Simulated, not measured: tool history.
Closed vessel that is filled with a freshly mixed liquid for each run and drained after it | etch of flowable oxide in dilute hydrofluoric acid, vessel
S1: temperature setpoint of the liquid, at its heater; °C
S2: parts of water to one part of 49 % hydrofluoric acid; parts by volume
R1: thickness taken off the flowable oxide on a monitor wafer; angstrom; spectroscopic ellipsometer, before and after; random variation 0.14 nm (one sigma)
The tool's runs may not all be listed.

run 1 hour=0.0 | S1=20.0 S2=225 time_in_the_liquid_(s)=265 | R1=371.40
run 2 hour=6.7 | S1=20.0 S2=145 time_in_the_liquid_(s)=265 | R1=622.99
run 3 hour=14.0 | S1=20.0 S2=220 time_in_the_liquid_(s)=265 | R1=376.71
run 4 hour=15.6 | S1=19.0 S2=220 time_in_the_liquid_(s)=265 | R1=368.64
run 5 hour=23.1 | S1=19.0 S2=220 time_in_the_liquid_(s)=265 | R1=365.85
run 6 hour=31.1 | S1=19.0 S2=255 time_in_the_liquid_(s)=265 | R1=304.92
run 7 hour=33.1 | S1=19.5 S2=255 time_in_the_liquid_(s)=265 | R1=314.51

Forecast run 8:
run 8 hour=38.2 | S1=19.5 S2=255 time_in_the_liquid_(s)=265 | R1=?

Run 8 gave R1 310.36 angstrom.
